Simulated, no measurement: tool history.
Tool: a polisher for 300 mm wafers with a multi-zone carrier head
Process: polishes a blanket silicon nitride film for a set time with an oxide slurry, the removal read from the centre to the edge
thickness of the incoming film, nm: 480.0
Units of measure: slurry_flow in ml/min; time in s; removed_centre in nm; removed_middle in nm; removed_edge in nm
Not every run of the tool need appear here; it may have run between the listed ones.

{"run": 1, "hour": 0.0, "slurry_flow": 120, "centre_zone": 1.0, "middle_zone": 1.0, "edge_zone": 1.0, "slurry_solids": 1.0, "time": 59, "removed_centre": 35.401, "removed_middle": 35.568, "removed_edge": 35.172}
{"run": 2, "hour": 7.5, "slurry_flow": 125, "centre_zone": 1.02, "middle_zone": 0.99, "edge_zone": 1.03, "slurry_solids": 1.1, "time": 60, "removed_centre": 37.958, "removed_middle": 37.163, "removed_edge": 37.754}
{"run": 3, "hour": 13.0, "slurry_flow": 130, "centre_zone": 1.04, "middle_zone": 0.99, "edge_zone": 1.05, "slurry_solids": 1.2, "time": 62, "removed_centre": 41.295, "removed_middle": 40.036, "removed_edge": 40.251}
{"run": 4, "hour": 20.7, "slurry_flow": 130, "centre_zone": 1.05, "middle_zone": 0.97, "edge_zone": 1.07, "slurry_solids": 1.25, "time": 64, "removed_centre": 43.956, "removed_middle": 40.95, "removed_edge": 42.692}
{"run": 5, "hour": 24.6, "slurry_flow": 130, "centre_zone": 1.05, "middle_zone": 0.94, "edge_zone": 1.07, "slurry_solids": 1.25, "time": 64, "removed_centre": 44.152, "removed_middle": 40.212, "removed_edge": 43.661}
{"run": 6, "hour": 31.1, "slurry_flow": 130, "centre_zone": 1.05, "middle_zone": 0.94, "edge_zone": 1.11, "slurry_solids": 1.25, "time": 64, "removed_centre": 43.838, "removed_middle": 40.524, "removed_edge": 43.853}
{"run": 7, "hour": 33.7, "slurry_flow": 135, "centre_zone": 1.06, "middle_zone": 0.94, "edge_zone": 1.12, "slurry_solids": 1.3, "time": 65, "removed_centre": 45.624, "removed_middle": 41.965, "removed_edge": 44.797}

The next listed run, before its measurement:
{"run": 8, "hour": 36.5, "slurry_flow": 135, "centre_zone": 1.07, "middle_zone": 0.93, "edge_zone": 1.12, "slurry_solids": 1.35, "time": 67, "removed_centre": "?", "removed_middle": "?", "removed_edge": "?"}

{"run 8": {"removed_centre": 48.625, "removed_middle": 43.36, "removed_edge": 46.404}}
